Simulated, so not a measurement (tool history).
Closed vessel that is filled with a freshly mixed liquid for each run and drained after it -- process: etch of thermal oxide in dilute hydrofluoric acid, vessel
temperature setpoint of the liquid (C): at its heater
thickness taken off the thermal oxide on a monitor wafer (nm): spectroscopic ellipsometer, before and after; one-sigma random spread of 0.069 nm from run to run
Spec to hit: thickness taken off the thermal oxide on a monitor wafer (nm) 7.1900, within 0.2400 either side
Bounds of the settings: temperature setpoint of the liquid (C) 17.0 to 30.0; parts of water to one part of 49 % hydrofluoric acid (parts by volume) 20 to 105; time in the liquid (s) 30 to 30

run,hour,temperature setpoint of the liquid (C),parts of water to one part of 49 % hydrofluoric acid (parts by volume),time in the liquid (s),thickness taken off the thermal oxide on a monitor wafer (nm)
1,0.0,22.0,55,30,3.1180
2,8.8,24.0,55,30,3.3952
3,13.9,25.5,50,30,4.1014
4,16.3,25.5,50,30,4.0835
5,22.6,25.5,50,30,4.0302
6,30.5,23.0,50,30,3.6673
7,31.6,24.5,45,30,4.2671
8,35.0,25.5,40,30,5.1991
9,36.9,26.5,40,30,5.3340
10,44.7,26.5,40,30,5.2887
11,52.2,30.0,30,30,8.2475
# hour 61.3: thermometer replaced
12,61.3,29.5,30,30,7.5064

Exactly one of the 4 candidate moves below puts every result within its allowed miss. Which one?
A,70.4,30.0,30,30,?
B,70.4,30.0,35,30,?
C,70.4,28.5,30,30,?
D,70.4,29.5,35,30,?

move,thickness taken off the thermal oxide on a monitor wafer (nm)
A,7.5885
B,6.4533
C,7.1439
D,6.3259
A: its largest miss is bigger than the last run's
B: carries the result that was furthest off beyond its target, to the other side
C: meets every target
D: carries the result that was furthest off beyond its target, to the other side
Answer: C
